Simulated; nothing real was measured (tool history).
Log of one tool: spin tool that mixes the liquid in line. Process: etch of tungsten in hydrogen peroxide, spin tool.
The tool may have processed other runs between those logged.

run	hour	temperature setpoint of the liquid (°C)	concentration of hydrogen peroxide in the mixed liquid (% by weight)	time under the liquid (s)	thickness taken off the tungsten on a monitor wafer (Å)
1	0.0	46.0	21.5	15	289.10
2	5.7	44.5	21.5	15	260.11
3	7.5	43.5	21.5	15	243.84
4	13.5	43.0	21.5	15	242.00
5	18.6	43.0	25.5	15	263.48
6	25.0	43.0	22.0	15	242.49
7	29.1	43.0	22.0	15	243.92

Expected results for the next run?
8	30.6	39.5	22.0	15	?

thickness taken off the tungsten on a monitor wafer (Å): 193.08
